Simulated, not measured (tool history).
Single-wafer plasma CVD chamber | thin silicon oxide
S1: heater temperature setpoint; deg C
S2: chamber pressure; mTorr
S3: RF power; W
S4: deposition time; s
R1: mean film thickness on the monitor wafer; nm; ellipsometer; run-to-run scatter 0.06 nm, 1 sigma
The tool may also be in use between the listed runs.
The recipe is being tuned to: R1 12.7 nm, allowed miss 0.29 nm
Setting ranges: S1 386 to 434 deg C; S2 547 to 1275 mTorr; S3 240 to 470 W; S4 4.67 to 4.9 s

run    day   S1    S2   S3    S4      R1
  1      0  410   911  355   4.9  10.622
  2  0.192  420   911  355   4.9  10.648
  3  0.558  424   911  355   4.9  10.607
  4  0.588  424   911  320   4.9  10.122
  5  0.892  424   911  320  4.67  9.6524
  6  1.033  424   972  320  4.67  10.204
  7  1.338  424  1023  320  4.67  10.496
  8  1.471  424  1073  325  4.67  10.841
  9  1.575  424  1112  330  4.68  11.183
 10   1.85  424  1144  335  4.69  11.502
 11  1.896  424  1170  340   4.7   11.76
 12  2.158  424  1170  340   4.7   11.72
 13  2.454  424  1191  345  4.71  11.969

Which single option among these 5 for the next run brings every result within its allowed miss of target? Just one does.
  A  2.75  422  1111  365  4.74   ?
  B  2.75  422  1165  330  4.83   ?
  C  2.75  426  1089  350  4.67   ?
  D  2.75  434  1124  310  4.72   ?
  E  2.75  429  1248  335   4.9   ?

move      R1
   A  11.805
   B  11.905
   C  11.279
   D  11.011
   E  12.578
A: lands further from the targets than the last run did
B: lands further from the targets than the last run did
C: lands further from the targets than the last run did
D: lands further from the targets than the last run did
E: meets every target
Move E is the one to make.
